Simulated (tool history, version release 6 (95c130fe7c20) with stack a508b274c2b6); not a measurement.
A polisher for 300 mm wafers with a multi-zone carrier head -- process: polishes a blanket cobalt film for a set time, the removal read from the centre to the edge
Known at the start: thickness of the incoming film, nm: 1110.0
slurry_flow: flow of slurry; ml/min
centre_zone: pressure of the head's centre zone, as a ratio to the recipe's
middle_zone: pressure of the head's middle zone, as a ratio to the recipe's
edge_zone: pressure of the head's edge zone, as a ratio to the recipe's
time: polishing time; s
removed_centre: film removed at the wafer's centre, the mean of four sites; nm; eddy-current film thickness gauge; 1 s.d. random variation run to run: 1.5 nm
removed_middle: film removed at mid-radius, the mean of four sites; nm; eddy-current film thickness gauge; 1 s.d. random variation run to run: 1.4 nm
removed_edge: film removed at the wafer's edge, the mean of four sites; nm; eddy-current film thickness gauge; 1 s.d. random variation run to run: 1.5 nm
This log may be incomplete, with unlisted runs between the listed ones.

Run 1, day 0.000: slurry_flow 255 ml/min, centre_zone 1.00, middle_zone 1.00, edge_zone 1.00, time 31 s. Result: removed_centre 129.280 nm, removed_middle 127.480 nm, removed_edge 127.860 nm.
Run 2, day 0.238: slurry_flow 250 ml/min, centre_zone 1.02, middle_zone 0.96, edge_zone 0.99, time 31 s. Result: removed_centre 135.400 nm, removed_middle 125.150 nm, removed_edge 130.050 nm.
Run 3, day 0.575: slurry_flow 250 ml/min, centre_zone 0.97, middle_zone 0.96, edge_zone 0.99, time 31 s. Result: removed_centre 127.110 nm, removed_middle 122.820 nm, removed_edge 125.570 nm.
Run 4, day 0.721: slurry_flow 250 ml/min, centre_zone 0.97, middle_zone 0.96, edge_zone 0.91, time 31 s. Result: removed_centre 127.990 nm, removed_middle 124.920 nm, removed_edge 122.530 nm.
Run 5, day 0.750: slurry_flow 250 ml/min, centre_zone 0.97, middle_zone 0.96, edge_zone 0.91, time 24 s. Result: removed_centre 98.157 nm, removed_middle 95.786 nm, removed_edge 94.648 nm.
Run 6, day 1.062: slurry_flow 250 ml/min, centre_zone 0.97, middle_zone 0.96, edge_zone 0.91, time 30 s. Result: removed_centre 124.150 nm, removed_middle 118.980 nm, removed_edge 118.450 nm.

Run 7, settings as shown, results not yet in. Your forecast:
Run 7, day 1.342: slurry_flow 250 ml/min, centre_zone 0.99, middle_zone 0.92, edge_zone 0.92, time 30 s. Result: removed_centre ?, removed_middle ?, removed_edge ?.

removed_centre: 125.890 nm
removed_middle: 117.260 nm
removed_edge: 118.910 nm

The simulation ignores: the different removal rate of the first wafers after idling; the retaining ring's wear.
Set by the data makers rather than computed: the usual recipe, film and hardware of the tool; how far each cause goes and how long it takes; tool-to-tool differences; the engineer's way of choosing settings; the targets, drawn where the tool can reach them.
